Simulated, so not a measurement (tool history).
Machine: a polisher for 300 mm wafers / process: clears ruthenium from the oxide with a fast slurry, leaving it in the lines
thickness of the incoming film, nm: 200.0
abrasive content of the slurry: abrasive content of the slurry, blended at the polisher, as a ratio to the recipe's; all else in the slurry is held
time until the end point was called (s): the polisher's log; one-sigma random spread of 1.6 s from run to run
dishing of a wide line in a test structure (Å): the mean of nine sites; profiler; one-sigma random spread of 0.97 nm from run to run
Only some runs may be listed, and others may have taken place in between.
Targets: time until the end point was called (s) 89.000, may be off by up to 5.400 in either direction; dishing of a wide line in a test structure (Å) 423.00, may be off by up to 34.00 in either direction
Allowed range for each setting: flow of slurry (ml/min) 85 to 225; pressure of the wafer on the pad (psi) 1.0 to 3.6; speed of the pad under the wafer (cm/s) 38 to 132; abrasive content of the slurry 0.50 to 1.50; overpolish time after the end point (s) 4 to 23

run,day,flow of slurry (ml/min),pressure of the wafer on the pad (psi),speed of the pad under the wafer (cm/s),abrasive content of the slurry,overpolish time after the end point (s),time until the end point was called (s),dishing of a wide line in a test structure (Å)
1,0.000,145,2.3,84,1.00,12,86.092,267.99
2,0.362,145,2.3,84,0.85,12,97.604,227.70
3,0.704,125,2.3,84,0.85,12,101.260,224.85
4,0.858,125,2.3,84,0.85,13,102.150,240.90
5,1.067,125,2.4,84,0.85,14,97.747,284.70
6,1.438,125,2.4,66,0.85,14,121.600,227.61
7,1.542,125,2.5,66,0.85,15,115.630,239.56
8,1.754,125,2.6,68,0.85,16,106.650,272.43
9,1.783,125,2.6,70,0.85,17,105.930,308.48
10,1.838,130,2.7,70,0.85,18,102.390,340.25
11,1.950,130,2.8,70,0.85,18,96.355,342.75
12,2.033,130,2.9,72,0.85,19,91.782,370.14

Next run, 5 choices. One meets every target within its allowed miss, the rest don't. Which?
A,2.117,125,3.5,70,0.85,19,?,?
B,2.117,150,3.0,84,0.85,21,?,?
C,2.117,85,2.4,92,1.00,20,?,?
D,2.117,135,2.5,68,1.05,15,?,?
E,2.117,140,3.3,94,0.55,18,?,?

move,time until the end point was called (s),dishing of a wide line in a test structure (Å)
A,79.025,431.97
B,74.560,496.26
C,88.059,410.65
D,95.690,293.14
E,99.735,333.67
A: brings the result that was furthest off to its target, and leaves another outside
B: takes the result that was furthest off past its target
C: in spec on every target
D: the biggest miss grows against the last run
E: the biggest miss grows against the last run
C is the move that brings every result within its allowed miss.
